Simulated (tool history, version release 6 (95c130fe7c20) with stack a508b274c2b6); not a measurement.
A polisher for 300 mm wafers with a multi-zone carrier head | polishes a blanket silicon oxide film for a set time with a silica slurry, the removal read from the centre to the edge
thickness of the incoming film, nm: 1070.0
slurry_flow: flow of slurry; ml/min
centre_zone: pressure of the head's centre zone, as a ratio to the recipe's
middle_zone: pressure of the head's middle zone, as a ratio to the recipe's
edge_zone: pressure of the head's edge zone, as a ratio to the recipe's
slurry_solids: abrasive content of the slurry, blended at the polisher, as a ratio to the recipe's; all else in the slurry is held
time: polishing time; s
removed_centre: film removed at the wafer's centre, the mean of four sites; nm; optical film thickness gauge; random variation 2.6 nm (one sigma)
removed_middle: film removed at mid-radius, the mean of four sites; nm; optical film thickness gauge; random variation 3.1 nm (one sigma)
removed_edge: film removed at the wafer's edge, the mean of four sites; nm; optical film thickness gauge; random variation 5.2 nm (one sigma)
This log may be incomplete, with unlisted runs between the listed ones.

Run 1, day 0: slurry_flow 140 ml/min, centre_zone 1, middle_zone 1, edge_zone 1, slurry_solids 1, time 88 s. Result: removed_centre 294.16 nm, removed_middle 297.86 nm, removed_edge 304.5 nm.
Run 2, day 0.221: slurry_flow 145 ml/min, centre_zone 1, middle_zone 1, edge_zone 1.03, slurry_solids 1.05, time 89 s. Result: removed_centre 305.2 nm, removed_middle 308.58 nm, removed_edge 327.86 nm.
Run 3, day 0.271: slurry_flow 145 ml/min, centre_zone 1, middle_zone 1, edge_zone 1.03, slurry_solids 1.15, time 89 s. Result: removed_centre 318.32 nm, removed_middle 321.33 nm, removed_edge 327.98 nm.
Run 4, day 0.35: slurry_flow 145 ml/min, centre_zone 1.04, middle_zone 1, edge_zone 1.03, slurry_solids 1.15, time 89 s. Result: removed_centre 334.53 nm, removed_middle 319.23 nm, removed_edge 332.41 nm.
Run 5, day 0.621: slurry_flow 145 ml/min, centre_zone 1.04, middle_zone 1, edge_zone 1.03, slurry_solids 1.15, time 77 s. Result: removed_centre 286.62 nm, removed_middle 275.39 nm, removed_edge 281.53 nm.
Run 6, day 0.783: slurry_flow 150 ml/min, centre_zone 1.03, middle_zone 1, edge_zone 1.05, slurry_solids 1.2, time 80 s. Result: removed_centre 303.48 nm, removed_middle 291.01 nm, removed_edge 305.78 nm.
Run 7, day 0.917: slurry_flow 155 ml/min, centre_zone 1.02, middle_zone 1.01, edge_zone 1.07, slurry_solids 1.25, time 82 s. Result: removed_centre 312.52 nm, removed_middle 312.7 nm, removed_edge 327.55 nm.

Expected results for the next run?
Run 8, day 1.258: slurry_flow 160 ml/min, centre_zone 1.02, middle_zone 1.01, edge_zone 1.09, slurry_solids 1.3, time 83 s. Result: removed_centre ?, removed_middle ?, removed_edge ?.

{"run 8": {"removed_centre": 327.17, "removed_middle": 321.44, "removed_edge": 335.45}}
